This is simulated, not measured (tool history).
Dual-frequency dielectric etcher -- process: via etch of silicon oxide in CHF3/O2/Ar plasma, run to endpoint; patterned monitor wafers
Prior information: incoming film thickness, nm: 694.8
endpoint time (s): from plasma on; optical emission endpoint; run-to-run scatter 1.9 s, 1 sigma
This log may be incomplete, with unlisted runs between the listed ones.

| run | hour | source power (kW) | bias power (kW) | endpoint time (s) |
|---|---|---|---|---|
| 1 | 0.0 | 0.630 | 0.222 | 333.98 |
| 2 | 5.0 | 0.700 | 0.233 | 318.49 |
| 3 | 11.9 | 0.700 | 0.247 | 302.39 |
| 4 | 14.4 | 0.700 | 0.268 | 297.33 |
| 5 | 21.3 | 0.730 | 0.271 | 290.47 |
| 6 | 23.3 | 0.730 | 0.241 | 306.35 |
| 7 | 26.0 | 0.770 | 0.247 | 296.43 |
| 8 | 27.8 | 0.800 | 0.250 | 289.71 |

Forecast run 9:
| 9 | 31.5 | 0.820 | 0.252 | ? |

{"run 9": {"endpoint time (s)": 288.06}}
